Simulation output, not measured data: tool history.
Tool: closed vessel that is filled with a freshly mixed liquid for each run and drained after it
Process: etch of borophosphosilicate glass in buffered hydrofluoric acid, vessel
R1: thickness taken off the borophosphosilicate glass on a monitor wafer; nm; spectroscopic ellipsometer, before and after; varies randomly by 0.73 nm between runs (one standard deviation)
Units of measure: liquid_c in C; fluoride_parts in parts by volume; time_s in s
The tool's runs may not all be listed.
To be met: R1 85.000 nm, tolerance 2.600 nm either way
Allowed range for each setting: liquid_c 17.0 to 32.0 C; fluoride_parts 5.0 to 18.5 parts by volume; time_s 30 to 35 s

{"run": 1, "hour": 0.0, "liquid_c": 24.0, "fluoride_parts": 11.5, "time_s": 35, "R1": 43.503}
{"run": 2, "hour": 2.0, "liquid_c": 24.0, "fluoride_parts": 13.5, "time_s": 35, "R1": 37.567}
{"run": 3, "hour": 5.0, "liquid_c": 24.0, "fluoride_parts": 13.5, "time_s": 30, "R1": 31.67}
{"run": 4, "hour": 7.8, "liquid_c": 25.5, "fluoride_parts": 12.5, "time_s": 30, "R1": 37.35}
{"run": 5, "hour": 9.1, "liquid_c": 25.5, "fluoride_parts": 10.0, "time_s": 30, "R1": 46.097}
{"run": 6, "hour": 13.8, "liquid_c": 27.5, "fluoride_parts": 10.0, "time_s": 30, "R1": 51.123}
{"run": 7, "hour": 23.0, "liquid_c": 27.5, "fluoride_parts": 10.0, "time_s": 30, "R1": 51.509}
{"run": 8, "hour": 26.1, "liquid_c": 31.5, "fluoride_parts": 6.5, "time_s": 30, "R1": 96.053}
{"run": 9, "hour": 33.6, "liquid_c": 31.0, "fluoride_parts": 6.5, "time_s": 30, "R1": 91.324}
{"run": 10, "hour": 35.8, "liquid_c": 30.5, "fluoride_parts": 6.5, "time_s": 30, "R1": 91.273}
{"run": 11, "hour": 40.1, "liquid_c": 30.0, "fluoride_parts": 6.5, "time_s": 30, "R1": 87.867}

5 next moves are on the table. One of them brings every result within its allowed miss. Which?
{"run": "A", "hour": 44.4, "liquid_c": 30.5, "fluoride_parts": 6.5, "time_s": 30, "R1": "?"}
{"run": "B", "hour": 44.4, "liquid_c": 32.0, "fluoride_parts": 8.0, "time_s": 35, "R1": "?"}
{"run": "C", "hour": 44.4, "liquid_c": 30.5, "fluoride_parts": 7.5, "time_s": 30, "R1": "?"}
{"run": "D", "hour": 44.4, "liquid_c": 30.5, "fluoride_parts": 7.0, "time_s": 30, "R1": "?"}
{"run": "E", "hour": 44.4, "liquid_c": 29.0, "fluoride_parts": 6.0, "time_s": 30, "R1": "?"}

move=A R1=90.467
move=B R1=92.341
move=C R1=78.615
move=D R1=84.753
move=E R1=89.820
A: its largest miss is bigger than the last run's
B: its largest miss is bigger than the last run's
C: moves the result that the last run missed by most past its target, out the other side
D: meets every target
E: its largest miss is bigger than the last run's
The move that meets every target is D.
